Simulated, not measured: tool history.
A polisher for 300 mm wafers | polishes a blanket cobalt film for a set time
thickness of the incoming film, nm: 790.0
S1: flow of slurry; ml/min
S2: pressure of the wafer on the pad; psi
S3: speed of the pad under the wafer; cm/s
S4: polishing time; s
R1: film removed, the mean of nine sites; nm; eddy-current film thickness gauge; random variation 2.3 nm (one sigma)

| run | day | S1 | S2 | S3 | S4 | R1 |
|---|---|---|---|---|---|---|
| 1 | 0.000 | 315 | 2.0 | 82 | 89 | 390.65 |
| 2 | 0.071 | 315 | 2.0 | 100 | 89 | 461.97 |
| 3 | 0.358 | 265 | 2.0 | 100 | 89 | 458.34 |
| 4 | 0.492 | 265 | 1.7 | 100 | 89 | 420.20 |
|  | 0.638 | worn pad replaced by a new one |
| 5 | 0.638 | 295 | 1.7 | 100 | 89 | 466.39 |
| 6 | 0.908 | 280 | 1.7 | 94 | 89 | 440.68 |
| 7 | 1.062 | 265 | 1.6 | 84 | 89 | 380.32 |

Run 8 comes next. What will it give?
| 8 | 1.104 | 260 | 1.5 | 80 | 89 | ? |

{"run 8": {"R1": 355.48}}
